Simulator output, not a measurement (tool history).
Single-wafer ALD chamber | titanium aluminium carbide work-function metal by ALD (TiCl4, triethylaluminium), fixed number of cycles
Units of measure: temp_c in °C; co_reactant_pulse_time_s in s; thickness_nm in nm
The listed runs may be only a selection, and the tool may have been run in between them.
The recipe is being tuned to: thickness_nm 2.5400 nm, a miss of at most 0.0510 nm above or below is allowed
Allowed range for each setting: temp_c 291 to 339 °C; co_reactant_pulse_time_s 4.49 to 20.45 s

run	day	temp_c	co_reactant_pulse_time_s	thickness_nm
1	0.000	315	12.47	2.3807
2	0.358	317	12.67	2.4012
3	0.646	318	12.85	2.4050
4	0.946	320	13.06	2.4412
5	1.204	321	13.17	2.4447
6	1.371	322	13.29	2.4657
7	1.567	323	13.37	2.4713
8	1.762	324	13.45	2.4672

Which of these 5 next moves meets every target?
A	1.958	319	14.77	?
B	1.958	331	12.51	?
C	1.958	317	11.87	?
D	1.958	316	13.97	?
E	1.958	318	13.93	?

move	thickness_nm
A	2.4306
B	2.5430
C	2.3802
D	2.3927
E	2.4144
A: further off than the last run
B: all results land within tolerance of their targets
C: further off than the last run
D: further off than the last run
E: further off than the last run
The right move is B.
